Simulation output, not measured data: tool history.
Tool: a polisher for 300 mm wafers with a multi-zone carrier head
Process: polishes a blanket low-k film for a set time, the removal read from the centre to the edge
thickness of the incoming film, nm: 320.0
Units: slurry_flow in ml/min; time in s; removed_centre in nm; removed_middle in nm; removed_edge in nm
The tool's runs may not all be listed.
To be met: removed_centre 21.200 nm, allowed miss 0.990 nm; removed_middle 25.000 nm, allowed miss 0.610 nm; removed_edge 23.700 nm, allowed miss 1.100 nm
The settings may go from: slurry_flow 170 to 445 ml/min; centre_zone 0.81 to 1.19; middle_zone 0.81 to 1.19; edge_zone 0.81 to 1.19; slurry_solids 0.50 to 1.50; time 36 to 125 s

Run 1, day 0.000: slurry_flow 285 ml/min, centre_zone 1.00, middle_zone 1.00, edge_zone 1.00, slurry_solids 1.00, time 80 s. Result: removed_centre 24.347 nm, removed_middle 24.466 nm, removed_edge 24.264 nm.
Run 2, day 0.346: slurry_flow 330 ml/min, centre_zone 1.00, middle_zone 1.00, edge_zone 1.00, slurry_solids 1.00, time 80 s. Result: removed_centre 23.941 nm, removed_middle 24.513 nm, removed_edge 24.483 nm.
Run 3, day 0.492: slurry_flow 335 ml/min, centre_zone 0.98, middle_zone 1.01, edge_zone 0.99, slurry_solids 1.00, time 80 s. Result: removed_centre 23.613 nm, removed_middle 24.794 nm, removed_edge 23.884 nm.
Run 4, day 0.862: slurry_flow 335 ml/min, centre_zone 0.98, middle_zone 0.94, edge_zone 0.99, slurry_solids 1.00, time 80 s. Result: removed_centre 23.587 nm, removed_middle 23.229 nm, removed_edge 24.730 nm.
Run 5, day 0.912: slurry_flow 335 ml/min, centre_zone 0.98, middle_zone 0.94, edge_zone 1.02, slurry_solids 1.00, time 80 s. Result: removed_centre 24.231 nm, removed_middle 23.315 nm, removed_edge 25.088 nm.
Run 6, day 1.112: slurry_flow 335 ml/min, centre_zone 0.95, middle_zone 0.96, edge_zone 1.01, slurry_solids 1.00, time 80 s. Result: removed_centre 22.905 nm, removed_middle 23.938 nm, removed_edge 24.479 nm.
Run 7, day 1.183: slurry_flow 335 ml/min, centre_zone 0.94, middle_zone 0.97, edge_zone 1.01, slurry_solids 1.00, time 80 s. Result: removed_centre 23.051 nm, removed_middle 24.186 nm, removed_edge 24.634 nm.
Run 8, day 1.442: slurry_flow 335 ml/min, centre_zone 0.92, middle_zone 0.98, edge_zone 1.00, slurry_solids 1.00, time 80 s. Result: removed_centre 22.579 nm, removed_middle 24.284 nm, removed_edge 24.789 nm.
Run 9, day 1.588: slurry_flow 335 ml/min, centre_zone 0.91, middle_zone 0.99, edge_zone 0.99, slurry_solids 1.00, time 80 s. Result: removed_centre 22.341 nm, removed_middle 24.350 nm, removed_edge 24.319 nm.
At day 1.675: worn pad replaced by a new one.
Run 10, day 1.675: slurry_flow 335 ml/min, centre_zone 0.90, middle_zone 1.00, edge_zone 0.99, slurry_solids 1.00, time 80 s. Result: removed_centre 23.109 nm, removed_middle 26.680 nm, removed_edge 26.446 nm.
Run 11, day 1.908: slurry_flow 335 ml/min, centre_zone 0.90, middle_zone 1.01, edge_zone 0.98, slurry_solids 0.95, time 80 s. Result: removed_centre 22.446 nm, removed_middle 26.027 nm, removed_edge 25.725 nm.
Run 12, day 2.100: slurry_flow 335 ml/min, centre_zone 0.91, middle_zone 1.02, edge_zone 0.98, slurry_solids 0.95, time 79 s. Result: removed_centre 23.407 nm, removed_middle 26.081 nm, removed_edge 25.428 nm.
Run 13, day 2.125: slurry_flow 295 ml/min, centre_zone 0.86, middle_zone 1.01, edge_zone 0.89, slurry_solids 0.90, time 79 s. Result: removed_centre 20.854 nm, removed_middle 24.374 nm, removed_edge 22.753 nm.

5 next moves are on the table. One of them brings every result within its allowed miss. Which?
Run A, day 2.150: slurry_flow 280 ml/min, centre_zone 0.83, middle_zone 1.06, edge_zone 0.94, slurry_solids 0.85, time 77 s. Result: removed_centre ?, removed_middle ?, removed_edge ?.
Run B, day 2.150: slurry_flow 300 ml/min, centre_zone 0.85, middle_zone 1.04, edge_zone 0.89, slurry_solids 0.80, time 82 s. Result: removed_centre ?, removed_middle ?, removed_edge ?.
Run C, day 2.150: slurry_flow 260 ml/min, centre_zone 0.86, middle_zone 1.10, edge_zone 0.89, slurry_solids 0.90, time 73 s. Result: removed_centre ?, removed_middle ?, removed_edge ?.
Run D, day 2.150: slurry_flow 265 ml/min, centre_zone 0.88, middle_zone 1.03, edge_zone 0.94, slurry_solids 0.90, time 81 s. Result: removed_centre ?, removed_middle ?, removed_edge ?.
Run E, day 2.150: slurry_flow 200 ml/min, centre_zone 0.88, middle_zone 1.13, edge_zone 0.83, slurry_solids 0.90, time 76 s. Result: removed_centre ?, removed_middle ?, removed_edge ?.

move  removed_centre  removed_middle  removed_edge
   A          18.262          23.326        21.403
   B          18.972          23.296        21.165
   C          18.698          23.736        20.665
   D          21.257          25.032        23.531
   E          19.490          24.748        20.564
A: further off than the last run
B: further off than the last run
C: further off than the last run
D: meets every target
E: brings the result that was furthest off to its target, and leaves another outside
Answer: D
